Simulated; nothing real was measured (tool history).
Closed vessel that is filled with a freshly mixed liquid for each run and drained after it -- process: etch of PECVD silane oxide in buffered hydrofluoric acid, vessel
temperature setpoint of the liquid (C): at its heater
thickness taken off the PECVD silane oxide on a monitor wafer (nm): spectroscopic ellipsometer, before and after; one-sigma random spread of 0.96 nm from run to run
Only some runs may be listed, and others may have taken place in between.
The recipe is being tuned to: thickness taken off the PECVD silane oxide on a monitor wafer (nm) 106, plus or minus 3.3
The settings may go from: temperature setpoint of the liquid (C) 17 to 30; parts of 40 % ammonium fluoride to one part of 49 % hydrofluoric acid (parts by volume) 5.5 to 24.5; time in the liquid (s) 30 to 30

run  hour  temperature setpoint of the liquid (C)  parts of 40 % ammonium fluoride to one part of 49 % hydrofluoric acid (parts by volume)  time in the liquid (s)  thickness taken off the PECVD silane oxide on a monitor wafer (nm)
  1     0                                      22                                                                                       15                      30                                                              67.423
  2   7.9                                    23.5                                                                                       15                      30                                                              73.185
  3  13.3                                    24.5                                                                                       15                      30                                                              78.375
  4  17.8                                    24.5                                                                                       15                      30                                                              78.537
  5  23.5                                    24.5                                                                                       17                      30                                                              68.708
  6  26.4                                    24.5                                                                                     20.5                      30                                                              57.109
  7  35.5                                    25.5                                                                                     19.5                      30                                                              63.455
  8  43.6                                    26.5                                                                                     18.5                      30                                                              69.822
  9  50.5                                      27                                                                                     17.5                      30                                                              75.631
 10  53.5                                    27.5                                                                                       17                      30                                                              82.144
 11    61                                      28                                                                                     16.5                      30                                                              85.401
 12  70.2                                    28.5                                                                                       16                      30                                                              90.451
 13  76.5                                      29                                                                                     15.5                      30                                                              95.539
 14  83.3                                    29.5                                                                                       15                      30                                                               99.78

4 next moves are on the table. One of them brings every result within its allowed miss. Which?
  A  90.1                                      28                                                                                     14.5                      30                                                                   ?
  B  90.1                                    28.5                                                                                       16                      30                                                                   ?
  C  90.1                                      30                                                                                       16                      30                                                                   ?
  D  90.1                                      27                                                                                     12.5                      30                                                                   ?

move  thickness taken off the PECVD silane oxide on a monitor wafer (nm)
   A                                                              96.609
   B                                                              90.077
   C                                                              97.511
   D                                                              105.91
A: further off than the last run
B: further off than the last run
C: further off than the last run
D: meets every target
The right move is D.

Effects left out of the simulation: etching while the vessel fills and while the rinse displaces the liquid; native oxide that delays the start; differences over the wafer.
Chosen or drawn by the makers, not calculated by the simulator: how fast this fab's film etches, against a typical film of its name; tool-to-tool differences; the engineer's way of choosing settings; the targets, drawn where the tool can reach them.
